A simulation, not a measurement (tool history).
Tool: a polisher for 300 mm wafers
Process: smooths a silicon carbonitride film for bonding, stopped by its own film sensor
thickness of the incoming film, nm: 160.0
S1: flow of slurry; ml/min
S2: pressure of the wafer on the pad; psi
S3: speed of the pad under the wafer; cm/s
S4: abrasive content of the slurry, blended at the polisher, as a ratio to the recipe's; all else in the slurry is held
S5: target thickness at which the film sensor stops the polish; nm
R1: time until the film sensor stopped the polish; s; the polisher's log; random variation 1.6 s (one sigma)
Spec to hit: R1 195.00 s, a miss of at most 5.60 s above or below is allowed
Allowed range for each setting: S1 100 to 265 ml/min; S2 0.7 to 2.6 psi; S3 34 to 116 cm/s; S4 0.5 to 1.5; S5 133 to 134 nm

| run | day | S1 | S2 | S3 | S4 | S5 | R1 |
|---|---|---|---|---|---|---|---|
| 1 | 0.000 | 170 | 1.6 | 74 | 1.0 | 134 | 167.34 |
| 2 | 0.308 | 125 | 1.6 | 74 | 1.0 | 134 | 175.94 |
| 3 | 0.338 | 120 | 1.6 | 74 | 1.0 | 134 | 176.97 |
| 4 | 0.683 | 120 | 1.6 | 74 | 1.0 | 134 | 181.14 |
| 5 | 0.733 | 140 | 1.6 | 74 | 1.0 | 134 | 171.65 |
| 6 | 1.104 | 135 | 1.6 | 74 | 1.0 | 134 | 174.42 |
| 7 | 1.329 | 130 | 1.6 | 74 | 1.0 | 134 | 175.30 |
| 8 | 1.558 | 125 | 1.6 | 74 | 1.0 | 134 | 177.34 |
| 9 | 1.592 | 115 | 1.4 | 74 | 1.0 | 134 | 203.98 |
| 10 | 1.883 | 135 | 1.5 | 74 | 1.0 | 134 | 185.45 |
| 11 | 1.958 | 130 | 1.5 | 74 | 1.0 | 134 | 184.77 |
| 12 | 2.325 | 125 | 1.5 | 74 | 1.0 | 134 | 188.52 |

Exercise: of the 5 proposed moves below, exactly one satisfies all targets within the stated allowed misses. Which move is it?
| A | 2.692 | 130 | 1.4 | 76 | 0.9 | 133 | ? |
| B | 2.692 | 140 | 1.5 | 72 | 1.2 | 133 | ? |
| C | 2.692 | 155 | 1.5 | 66 | 1.3 | 134 | ? |
| D | 2.692 | 135 | 1.3 | 86 | 0.9 | 134 | ? |
| E | 2.692 | 110 | 1.8 | 66 | 0.9 | 134 | ? |

| move | R1 |
|---|---|
| A | 210.92 |
| B | 182.73 |
| C | 179.90 |
| D | 195.96 |
| E | 185.86 |
A: carries the result that was furthest off beyond its target, to the other side
B: its largest miss is bigger than the last run's
C: its largest miss is bigger than the last run's
D: every result within its allowed miss
E: its largest miss is bigger than the last run's
Move D is the one to make.

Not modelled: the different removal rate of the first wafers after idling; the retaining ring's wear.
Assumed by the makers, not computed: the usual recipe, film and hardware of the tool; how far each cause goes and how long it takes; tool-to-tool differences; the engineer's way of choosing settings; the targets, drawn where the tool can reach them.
